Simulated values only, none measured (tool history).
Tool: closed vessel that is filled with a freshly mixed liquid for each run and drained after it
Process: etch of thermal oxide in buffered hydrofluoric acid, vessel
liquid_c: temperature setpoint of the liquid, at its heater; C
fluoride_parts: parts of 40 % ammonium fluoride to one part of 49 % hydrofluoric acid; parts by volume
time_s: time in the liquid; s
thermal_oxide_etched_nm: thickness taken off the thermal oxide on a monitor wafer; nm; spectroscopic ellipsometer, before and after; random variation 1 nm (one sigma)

run	hour	liquid_c	fluoride_parts	time_s	thermal_oxide_etched_nm
1	0.0	24.0	12.5	95	86.369
2	1.6	27.0	12.5	95	101.520
3	4.3	27.0	12.5	105	111.940
4	6.5	28.0	12.5	105	118.600
5	10.0	28.5	12.5	105	120.030
6	11.2	28.5	12.5	95	108.490
7	18.5	29.5	12.5	95	114.420
8	19.3	30.0	12.5	95	116.460

The next listed run, before its measurement:
9	20.1	30.5	12.5	95	?

Run 9 gave thermal_oxide_etched_nm 121.660 nm.
